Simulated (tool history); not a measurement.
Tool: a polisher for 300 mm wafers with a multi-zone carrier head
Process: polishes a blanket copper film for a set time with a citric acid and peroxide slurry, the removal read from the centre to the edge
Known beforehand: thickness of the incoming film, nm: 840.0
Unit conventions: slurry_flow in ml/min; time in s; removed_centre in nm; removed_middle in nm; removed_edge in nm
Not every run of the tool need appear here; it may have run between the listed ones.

| run | hour | slurry_flow | centre_zone | middle_zone | edge_zone | slurry_solids | time | removed_centre | removed_middle | removed_edge |
|---|---|---|---|---|---|---|---|---|---|---|
| 1 | 0 | 200 | 1 | 1 | 1 | 1 | 38 | 61.876 | 63.671 | 63.425 |
| 2 | 3.9 | 215 | 1.02 | 1.02 | 1.05 | 1.15 | 43 | 74.935 | 75.546 | 75.376 |
| 3 | 12.8 | 220 | 1.02 | 1.03 | 1.09 | 1.25 | 47 | 84.002 | 84.23 | 86.292 |
| 4 | 18.6 | 225 | 1.02 | 1.05 | 1.11 | 1.35 | 50 | 89.645 | 92.136 | 94.288 |
| 5 | 26.8 | 235 | 1.03 | 1.07 | 1.13 | 1.4 | 52 | 98.474 | 97.638 | 99.106 |
|  | 35.3 | worn pad replaced by a new one |
| 6 | 35.3 | 235 | 1.03 | 1.07 | 1.13 | 1.4 | 44 | 91.885 | 93.691 | 95.563 |
| 7 | 43.4 | 250 | 1.03 | 1.09 | 1.15 | 1.45 | 45 | 97.729 | 99.45 | 99.341 |
| 8 | 50.8 | 255 | 1.02 | 1.09 | 1.16 | 1.45 | 48 | 99.904 | 104.71 | 107.25 |

Run 9 comes next. What will it give?
| 9 | 54 | 270 | 1.03 | 1.09 | 1.16 | 1.45 | 48 | ? | ? | ? |

Logged for run 9: removed_centre 102.69 nm, removed_middle 106.02 nm, removed_edge 107.34 nm.

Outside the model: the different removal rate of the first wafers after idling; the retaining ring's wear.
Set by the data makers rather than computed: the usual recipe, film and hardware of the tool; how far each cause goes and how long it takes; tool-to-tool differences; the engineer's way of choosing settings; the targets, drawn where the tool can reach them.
